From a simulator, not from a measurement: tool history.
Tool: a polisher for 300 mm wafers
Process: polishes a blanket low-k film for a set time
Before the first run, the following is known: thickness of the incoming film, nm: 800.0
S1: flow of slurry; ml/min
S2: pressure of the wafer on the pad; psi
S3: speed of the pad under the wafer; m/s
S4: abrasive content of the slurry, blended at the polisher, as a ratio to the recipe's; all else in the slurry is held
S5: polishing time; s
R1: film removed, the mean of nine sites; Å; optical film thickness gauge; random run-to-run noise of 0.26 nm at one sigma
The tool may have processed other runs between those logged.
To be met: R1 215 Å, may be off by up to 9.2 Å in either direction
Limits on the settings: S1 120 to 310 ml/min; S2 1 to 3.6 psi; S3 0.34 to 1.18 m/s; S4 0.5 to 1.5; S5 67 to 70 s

run	hour	S1	S2	S3	S4	S5	R1
1	0	200	2.3	0.76	1	67	300.07
2	1.7	200	2.1	0.76	1	67	279.33
3	3.4	200	1.9	0.76	1	67	257.69
4	9	200	1.9	0.76	1	67	257.52
5	14.4	200	1.8	0.76	1	67	249.59
6	16.2	200	1.8	0.82	1	67	271.59
7	19.3	200	1.6	0.82	1	67	246.27
8	26.6	200	1.5	0.82	1	67	234.67
# hour 34.4: slurry nozzle cleaned
9	34.4	200	1.4	0.82	1	67	245.21
10	38.6	200	1.3	0.82	1	67	228.65

Below are 4 possible settings for the next run. Only one of them brings all results inside the allowed miss of their targets. Which is it?
A	42.8	195	1.5	0.82	0.7	70	?
B	42.8	175	1.3	0.92	0.95	68	?
C	42.8	250	1	0.84	1.35	68	?
D	42.8	200	1.4	0.82	1.05	69	?

move	R1
A	213.16
B	244.09
C	239.33
D	253.6
A: hits every target within its allowed miss
B: lands further from the targets than the last run did
C: lands further from the targets than the last run did
D: lands further from the targets than the last run did
The move that meets every target is A.
